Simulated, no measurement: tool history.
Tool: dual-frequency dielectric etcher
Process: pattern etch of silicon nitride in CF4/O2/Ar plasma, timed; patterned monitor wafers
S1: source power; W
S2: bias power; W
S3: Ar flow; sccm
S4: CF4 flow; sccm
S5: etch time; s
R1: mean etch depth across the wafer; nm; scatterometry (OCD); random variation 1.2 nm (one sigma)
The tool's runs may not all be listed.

run,hour,S1,S2,S3,S4,S5,R1
1,0.0,390,37,133,77,197,229.30
2,6.8,390,37,133,66,197,224.17
3,10.7,370,37,133,66,197,213.32
4,16.7,370,37,133,61,197,213.92
5,22.7,370,37,133,61,197,211.13
6,25.6,370,37,133,61,205,220.47
7,27.2,370,37,133,61,205,221.25

Forecast run 8:
8,33.6,290,36,134,61,205,?

{"run 8": {"R1": 180.09}}
